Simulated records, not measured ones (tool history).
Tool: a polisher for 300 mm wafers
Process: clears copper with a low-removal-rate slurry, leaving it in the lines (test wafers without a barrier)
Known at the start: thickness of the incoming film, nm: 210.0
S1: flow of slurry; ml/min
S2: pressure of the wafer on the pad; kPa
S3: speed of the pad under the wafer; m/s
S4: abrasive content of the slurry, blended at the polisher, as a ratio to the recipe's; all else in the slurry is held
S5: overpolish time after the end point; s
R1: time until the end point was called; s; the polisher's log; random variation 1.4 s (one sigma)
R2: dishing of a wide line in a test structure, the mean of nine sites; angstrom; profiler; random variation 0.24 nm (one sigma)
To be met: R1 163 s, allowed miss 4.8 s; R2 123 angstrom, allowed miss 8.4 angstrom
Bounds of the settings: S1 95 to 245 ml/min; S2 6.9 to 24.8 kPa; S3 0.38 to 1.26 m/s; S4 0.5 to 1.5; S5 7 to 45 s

run,day,S1,S2,S3,S4,S5,R1,R2
1,0,155,15.9,0.82,1,23,115.87,284.26
2,0.283,155,15.9,0.82,0.8,23,119.95,284.83
3,0.483,155,14.5,0.82,0.85,20,130.45,225.65
4,0.571,155,13.8,0.82,0.85,18,136.11,189.25
5,0.817,180,13.8,0.82,0.85,18,131.41,200.89
6,1.012,180,11.7,0.82,0.85,18,151.92,172.64
7,1.117,155,11,0.82,0.85,10,168.63,94.427
8,1.204,160,11,0.82,0.85,11,166.57,99.918
9,1.392,165,11,0.82,0.85,12,164.97,108.97

5 next moves are on the table. One of them brings every result within its allowed miss. Which?
A,1.579,220,12.4,0.7,0.9,10,?,?
B,1.579,130,11,0.88,0.65,13,?,?
C,1.579,170,11,0.84,0.8,13,?,?
D,1.579,160,9,1,0.95,10,?,?
E,1.579,160,10.3,0.82,0.9,15,?,?

move,R1,R2
A,160.46,92.365
B,171.52,111.12
C,163.44,116.33
D,167.66,88.045
E,175.42,124.38
A: further off than the last run
B: further off than the last run
C: meets every target
D: further off than the last run
E: brings the result that was furthest off to its target, and leaves another outside
Move C is the one to make.
